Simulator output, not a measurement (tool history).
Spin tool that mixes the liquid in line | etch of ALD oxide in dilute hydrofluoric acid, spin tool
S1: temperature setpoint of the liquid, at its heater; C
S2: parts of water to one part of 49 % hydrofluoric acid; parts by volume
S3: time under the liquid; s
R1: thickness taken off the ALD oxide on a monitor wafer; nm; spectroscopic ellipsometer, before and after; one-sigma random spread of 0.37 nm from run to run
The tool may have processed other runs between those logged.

run,hour,S1,S2,S3,R1
1,0,22,115,130,31.09
2,7.7,18.5,115,130,27.401
3,11.7,19,115,130,27.738
4,16.4,19.5,115,130,28.275
5,17.4,17,115,130,25.213
6,21.4,17,115,130,25.51
7,29,17,115,130,25.224
8,34.9,18,115,130,26.403

For run 9, what comes out?
9,42.5,18.5,115,130,?

R1: 27.002 nm

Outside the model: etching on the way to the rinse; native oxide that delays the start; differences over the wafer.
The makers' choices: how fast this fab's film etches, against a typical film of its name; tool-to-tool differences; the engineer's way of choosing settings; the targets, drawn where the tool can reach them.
